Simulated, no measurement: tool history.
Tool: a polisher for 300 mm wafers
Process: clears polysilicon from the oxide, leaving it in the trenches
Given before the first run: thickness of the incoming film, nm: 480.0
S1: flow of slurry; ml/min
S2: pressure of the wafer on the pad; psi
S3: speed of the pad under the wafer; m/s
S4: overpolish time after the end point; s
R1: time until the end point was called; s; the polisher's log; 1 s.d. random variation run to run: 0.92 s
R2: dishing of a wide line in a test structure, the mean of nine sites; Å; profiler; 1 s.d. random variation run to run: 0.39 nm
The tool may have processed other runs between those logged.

run,hour,S1,S2,S3,S4,R1,R2
1,0,195,2,1.14,12,53.181,434.67
2,5.7,170,2,1.14,12,53.829,428.24
3,7.7,155,1.9,1.14,10,58.76,410.35
4,16.2,145,1.9,1.1,8,58.184,374.63
5,21,145,1.9,1.1,4,60.046,251.23
6,22.8,140,1.9,1.1,5,60.25,298.23
7,31,135,1.9,1.1,5,60.378,289.12

What does the tool deliver on the next run?
8,34,130,1.9,1.1,5,?,?

{"run 8": {"R1": 60.446, "R2": 287.1}}
